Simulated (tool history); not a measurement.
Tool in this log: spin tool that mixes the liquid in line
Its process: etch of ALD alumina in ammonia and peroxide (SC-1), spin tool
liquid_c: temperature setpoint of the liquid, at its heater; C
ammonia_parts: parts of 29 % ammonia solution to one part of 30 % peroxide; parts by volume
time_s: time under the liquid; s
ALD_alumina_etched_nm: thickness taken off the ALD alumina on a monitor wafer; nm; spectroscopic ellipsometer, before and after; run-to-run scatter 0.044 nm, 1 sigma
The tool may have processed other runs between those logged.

run 1 day=0.000 | liquid_c=49 ammonia_parts=0.70 time_s=300 | ALD_alumina_etched_nm=16.535
run 2 day=0.108 | liquid_c=49 ammonia_parts=0.50 time_s=300 | ALD_alumina_etched_nm=16.045
run 3 day=0.425 | liquid_c=55 ammonia_parts=0.50 time_s=300 | ALD_alumina_etched_nm=22.089
run 4 day=0.475 | liquid_c=51 ammonia_parts=0.50 time_s=300 | ALD_alumina_etched_nm=17.881
run 5 day=0.721 | liquid_c=48 ammonia_parts=0.50 time_s=300 | ALD_alumina_etched_nm=15.096
run 6 day=0.767 | liquid_c=48 ammonia_parts=0.65 time_s=300 | ALD_alumina_etched_nm=15.451

Predict the results of run 7:
run 7 day=0.808 | liquid_c=46 ammonia_parts=0.65 time_s=300 | ALD_alumina_etched_nm=?

{"run 7": {"ALD_alumina_etched_nm": 13.754}}

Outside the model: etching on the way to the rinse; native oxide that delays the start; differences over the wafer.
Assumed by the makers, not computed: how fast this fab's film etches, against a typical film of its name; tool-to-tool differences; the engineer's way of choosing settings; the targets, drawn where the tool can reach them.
